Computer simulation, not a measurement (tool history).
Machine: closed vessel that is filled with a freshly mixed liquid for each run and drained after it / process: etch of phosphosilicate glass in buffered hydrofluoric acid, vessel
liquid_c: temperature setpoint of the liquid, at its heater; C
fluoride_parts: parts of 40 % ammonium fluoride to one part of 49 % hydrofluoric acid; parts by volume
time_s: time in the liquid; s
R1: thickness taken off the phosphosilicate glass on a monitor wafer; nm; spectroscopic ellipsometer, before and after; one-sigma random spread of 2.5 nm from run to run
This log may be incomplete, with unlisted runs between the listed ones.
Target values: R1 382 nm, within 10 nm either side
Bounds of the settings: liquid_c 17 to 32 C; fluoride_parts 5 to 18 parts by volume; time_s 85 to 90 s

{"run": 1, "day": 0.0, "liquid_c": 25, "fluoride_parts": 11, "time_s": 85, "R1": 465.78}
{"run": 2, "day": 0.383, "liquid_c": 25, "fluoride_parts": 11, "time_s": 90, "R1": 497.39}
{"run": 3, "day": 0.525, "liquid_c": 25, "fluoride_parts": 10, "time_s": 90, "R1": 550.08}
{"run": 4, "day": 0.858, "liquid_c": 25, "fluoride_parts": 7.5, "time_s": 90, "R1": 707.01}
{"run": 5, "day": 1.088, "liquid_c": 28, "fluoride_parts": 7.5, "time_s": 90, "R1": 832.12}
{"run": 6, "day": 1.358, "liquid_c": 25, "fluoride_parts": 8, "time_s": 90, "R1": 664.24}
{"run": 7, "day": 1.421, "liquid_c": 23, "fluoride_parts": 8.5, "time_s": 90, "R1": 559.94}
{"run": 8, "day": 1.629, "liquid_c": 21.5, "fluoride_parts": 8.5, "time_s": 90, "R1": 513.22}
{"run": 9, "day": 1.917, "liquid_c": 20.5, "fluoride_parts": 8.5, "time_s": 90, "R1": 482.33}
{"run": 10, "day": 2.183, "liquid_c": 20.5, "fluoride_parts": 8.5, "time_s": 90, "R1": 484.6}
{"run": 11, "day": 2.242, "liquid_c": 19.5, "fluoride_parts": 8.5, "time_s": 90, "R1": 460.17}
{"run": 12, "day": 2.529, "liquid_c": 19, "fluoride_parts": 8.5, "time_s": 90, "R1": 445.99}
{"run": 13, "day": 2.692, "liquid_c": 18.5, "fluoride_parts": 8.5, "time_s": 90, "R1": 433.68}
{"run": 14, "day": 2.954, "liquid_c": 18, "fluoride_parts": 8.5, "time_s": 90, "R1": 421.71}
{"run": 15, "day": 3.042, "liquid_c": 17.5, "fluoride_parts": 8.5, "time_s": 90, "R1": 413.08}

Consider the 4 candidate settings below. Which is the only one whose results all fall within their allowed miss of target?
{"run": "A", "day": 3.129, "liquid_c": 18.5, "fluoride_parts": 10, "time_s": 85, "R1": "?"}
{"run": "B", "day": 3.129, "liquid_c": 17.5, "fluoride_parts": 10, "time_s": 90, "R1": "?"}
{"run": "C", "day": 3.129, "liquid_c": 18.5, "fluoride_parts": 9, "time_s": 85, "R1": "?"}
{"run": "D", "day": 3.129, "liquid_c": 17, "fluoride_parts": 9.5, "time_s": 90, "R1": "?"}

move=A R1=357.49
move=B R1=357.64
move=C R1=382.03
move=D R1=359.02
A: takes the biggest miss from the last run beyond its target
B: takes the biggest miss from the last run beyond its target
C: every result within its allowed miss
D: takes the biggest miss from the last run beyond its target
Answer: C
